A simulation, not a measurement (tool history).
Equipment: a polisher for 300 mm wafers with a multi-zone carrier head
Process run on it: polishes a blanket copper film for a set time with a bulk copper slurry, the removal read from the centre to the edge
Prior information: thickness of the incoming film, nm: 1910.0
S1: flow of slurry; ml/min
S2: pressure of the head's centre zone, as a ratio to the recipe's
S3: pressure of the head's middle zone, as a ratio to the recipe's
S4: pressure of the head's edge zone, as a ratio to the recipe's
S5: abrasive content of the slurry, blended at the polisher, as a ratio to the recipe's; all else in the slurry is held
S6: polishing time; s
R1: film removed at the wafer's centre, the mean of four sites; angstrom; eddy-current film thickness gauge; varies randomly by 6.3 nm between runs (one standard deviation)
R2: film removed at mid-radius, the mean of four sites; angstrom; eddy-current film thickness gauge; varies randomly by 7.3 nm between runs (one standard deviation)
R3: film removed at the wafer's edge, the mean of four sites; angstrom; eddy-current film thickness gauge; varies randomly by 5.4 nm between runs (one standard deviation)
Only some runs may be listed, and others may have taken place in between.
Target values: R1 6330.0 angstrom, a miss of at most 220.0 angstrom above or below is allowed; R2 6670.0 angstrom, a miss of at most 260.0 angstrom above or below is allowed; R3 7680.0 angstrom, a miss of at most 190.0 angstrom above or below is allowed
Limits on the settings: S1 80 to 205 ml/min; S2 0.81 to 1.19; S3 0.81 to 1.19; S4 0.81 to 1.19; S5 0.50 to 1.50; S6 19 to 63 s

Run 1, hour 0.0: S1 135 ml/min, S2 1.00, S3 1.00, S4 1.00, S5 1.00, S6 41 s. Result: R1 6913.7 angstrom, R2 6722.9 angstrom, R3 6701.8 angstrom.
Run 2, hour 3.2: S1 135 ml/min, S2 0.97, S3 0.98, S4 1.05, S5 1.05, S6 41 s. Result: R1 6741.6 angstrom, R2 6568.1 angstrom, R3 6964.2 angstrom.
Run 3, hour 7.8: S1 135 ml/min, S2 0.97, S3 1.05, S4 1.05, S5 1.05, S6 41 s. Result: R1 6791.3 angstrom, R2 7207.6 angstrom, R3 6908.4 angstrom.
Run 4, hour 10.9: S1 135 ml/min, S2 0.97, S3 1.11, S4 1.05, S5 1.05, S6 41 s. Result: R1 6767.5 angstrom, R2 7539.9 angstrom, R3 6952.3 angstrom.
Run 5, hour 15.2: S1 105 ml/min, S2 0.97, S3 1.11, S4 1.05, S5 1.05, S6 41 s. Result: R1 6332.3 angstrom, R2 7199.4 angstrom, R3 6643.0 angstrom.
Run 6, hour 23.2: S1 115 ml/min, S2 0.97, S3 1.11, S4 1.05, S5 1.05, S6 41 s. Result: R1 6550.2 angstrom, R2 7327.6 angstrom, R3 6741.9 angstrom.
Run 7, hour 32.2: S1 115 ml/min, S2 0.95, S3 1.07, S4 1.09, S5 1.10, S6 41 s. Result: R1 6361.8 angstrom, R2 7031.2 angstrom, R3 7061.2 angstrom.
Run 8, hour 35.9: S1 115 ml/min, S2 0.94, S3 1.05, S4 1.11, S5 1.10, S6 41 s. Result: R1 6427.0 angstrom, R2 7099.4 angstrom, R3 7057.5 angstrom.
Run 9, hour 41.9: S1 115 ml/min, S2 0.92, S3 1.02, S4 1.13, S5 1.15, S6 41 s. Result: R1 6326.6 angstrom, R2 7010.8 angstrom, R3 7291.9 angstrom.
Run 10, hour 43.3: S1 115 ml/min, S2 0.92, S3 1.00, S4 1.15, S5 1.15, S6 41 s. Result: R1 6369.6 angstrom, R2 6860.6 angstrom, R3 7397.1 angstrom.
Run 11, hour 51.2: S1 115 ml/min, S2 0.91, S3 0.99, S4 1.16, S5 1.15, S6 41 s. Result: R1 6171.7 angstrom, R2 6832.4 angstrom, R3 7387.6 angstrom.
Run 12, hour 54.3: S1 115 ml/min, S2 0.91, S3 0.98, S4 1.17, S5 1.15, S6 41 s. Result: R1 6384.4 angstrom, R2 6768.3 angstrom, R3 7428.3 angstrom.
Run 13, hour 57.8: S1 115 ml/min, S2 0.90, S3 0.97, S4 1.18, S5 1.15, S6 41 s. Result: R1 6102.4 angstrom, R2 6673.2 angstrom, R3 7474.4 angstrom.
Run 14, hour 60.9: S1 130 ml/min, S2 0.92, S3 0.94, S4 1.19, S5 1.20, S6 41 s. Result: R1 6608.2 angstrom, R2 6791.9 angstrom, R3 7772.6 angstrom.

Exactly one of the 5 candidate moves below puts every result within its allowed miss. Which one?
Run A, hour 64.0: S1 170 ml/min, S2 0.92, S3 1.02, S4 1.18, S5 1.30, S6 39 s. Result: R1 ?, R2 ?, R3 ?.
Run B, hour 64.0: S1 120 ml/min, S2 0.89, S3 0.94, S4 1.19, S5 1.50, S6 39 s. Result: R1 ?, R2 ?, R3 ?.
Run C, hour 64.0: S1 160 ml/min, S2 0.87, S3 0.99, S4 1.14, S5 1.25, S6 40 s. Result: R1 ?, R2 ?, R3 ?.
Run D, hour 64.0: S1 160 ml/min, S2 1.01, S3 0.94, S4 1.15, S5 1.20, S6 40 s. Result: R1 ?, R2 ?, R3 ?.
Run E, hour 64.0: S1 110 ml/min, S2 0.96, S3 1.00, S4 1.16, S5 1.35, S6 41 s. Result: R1 ?, R2 ?, R3 ?.

move      R1      R2      R3
   A  6779.8  7373.0  7745.2
   B  6394.5  6769.5  7789.8
   C  6426.6  7222.2  7662.9
   D  7375.6  6824.7  7608.1
   E  6903.1  7143.6  7736.6
A: the biggest miss grows against the last run
B: every result within its allowed miss
C: corrects the largest miss of the last run, while another result sits out of spec
D: the biggest miss grows against the last run
E: the biggest miss grows against the last run
B meets every target.
